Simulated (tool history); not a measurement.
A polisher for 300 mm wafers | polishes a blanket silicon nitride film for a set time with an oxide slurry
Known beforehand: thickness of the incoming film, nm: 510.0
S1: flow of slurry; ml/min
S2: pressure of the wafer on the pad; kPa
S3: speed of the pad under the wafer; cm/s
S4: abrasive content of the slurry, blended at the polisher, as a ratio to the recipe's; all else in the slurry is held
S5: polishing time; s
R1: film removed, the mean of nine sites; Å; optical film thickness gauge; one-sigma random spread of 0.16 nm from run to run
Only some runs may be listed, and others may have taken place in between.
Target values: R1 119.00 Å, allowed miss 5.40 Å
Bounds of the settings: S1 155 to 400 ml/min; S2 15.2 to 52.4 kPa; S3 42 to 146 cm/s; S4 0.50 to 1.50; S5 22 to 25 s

run,hour,S1,S2,S3,S4,S5,R1
1,0.0,255,33.8,94,1.00,25,179.14
2,8.9,255,31.7,94,1.00,25,166.53
3,12.8,255,30.3,94,1.00,25,163.64
4,18.3,255,30.3,116,1.00,25,192.65
5,23.4,255,28.3,114,1.00,25,177.15
6,24.5,255,26.2,114,1.00,25,171.58
7,28.5,255,24.8,112,1.00,25,161.93
8,31.2,255,23.4,110,1.00,25,150.37
9,32.3,255,22.1,110,1.00,25,144.47
10,35.9,255,15.2,108,1.00,25,109.39

Next run, 5 choices. One meets every target within its allowed miss, the rest don't. Which?
A,39.5,375,15.2,82,1.35,25,?
B,39.5,265,15.2,112,1.15,22,?
C,39.5,305,18.6,94,1.10,22,?
D,39.5,260,17.9,96,0.85,25,?
E,39.5,300,15.9,114,1.00,25,?

move,R1
A,104.42
B,107.00
C,105.68
D,101.65
E,119.30
A: moves away from the targets compared with the last run
B: moves away from the targets compared with the last run
C: moves away from the targets compared with the last run
D: moves away from the targets compared with the last run
E: hits every target within its allowed miss
So the answer is move E, the one that meets all the targets.

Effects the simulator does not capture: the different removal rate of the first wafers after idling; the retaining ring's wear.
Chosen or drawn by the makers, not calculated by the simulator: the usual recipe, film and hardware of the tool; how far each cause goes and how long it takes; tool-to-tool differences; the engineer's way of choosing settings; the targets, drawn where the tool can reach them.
